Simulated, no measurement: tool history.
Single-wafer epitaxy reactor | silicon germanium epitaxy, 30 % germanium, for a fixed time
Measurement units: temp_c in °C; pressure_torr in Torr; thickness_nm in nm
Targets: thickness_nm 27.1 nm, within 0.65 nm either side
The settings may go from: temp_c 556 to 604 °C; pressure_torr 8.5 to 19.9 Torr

| run | hour | temp_c | pressure_torr | thickness_nm |
|---|---|---|---|---|
| 1 | 0 | 580 | 14.2 | 38.076 |
| 2 | 6.2 | 580 | 16 | 40.099 |
| 3 | 14.9 | 587 | 16 | 45.11 |
| 4 | 19.2 | 584 | 15.9 | 42.595 |
| 5 | 25.1 | 584 | 18.1 | 45.118 |
| 6 | 30.4 | 589 | 18.1 | 49.253 |
| 7 | 36.4 | 585 | 18 | 45.689 |
| 8 | 43.2 | 582 | 17.9 | 43.311 |
| 9 | 50.1 | 579 | 17.8 | 41.18 |
| 10 | 56.4 | 576 | 17.7 | 39.225 |
| 11 | 64 | 574 | 17.5 | 37.559 |
| 12 | 65.9 | 572 | 17.4 | 36.219 |
| 13 | 73.8 | 570 | 17.3 | 34.914 |
| 14 | 80.5 | 568 | 17.2 | 33.689 |
| 15 | 82.8 | 567 | 17.1 | 33.089 |
| 16 | 84.1 | 566 | 17 | 32.247 |
| 17 | 91.7 | 565 | 17 | 31.701 |
| 18 | 99.1 | 564 | 17 | 31.122 |
| 19 | 100.1 | 563 | 17 | 30.748 |
| 20 | 101.9 | 562 | 17 | 30.102 |
| 21 | 103.8 | 561 | 17 | 29.542 |
| 22 | 112.3 | 560 | 17 | 29.122 |
| 23 | 116.1 | 558 | 16.9 | 27.977 |

Of the 4 settings listed for the next run, only one would bring every result within its allowed miss of target. Which one?
| A | 119.9 | 559 | 18 | ? |
| B | 119.9 | 558 | 18.5 | ? |
| C | 119.9 | 560 | 12.6 | ? |
| D | 119.9 | 558 | 15.9 | ? |

| move | thickness_nm |
|---|---|
| A | 29.416 |
| B | 29.237 |
| C | 25.732 |
| D | 27.43 |
A: lands further from the targets than the last run did
B: lands further from the targets than the last run did
C: carries the result that was furthest off beyond its target, to the other side
D: every result within its allowed miss
Go with D: it meets all targets.
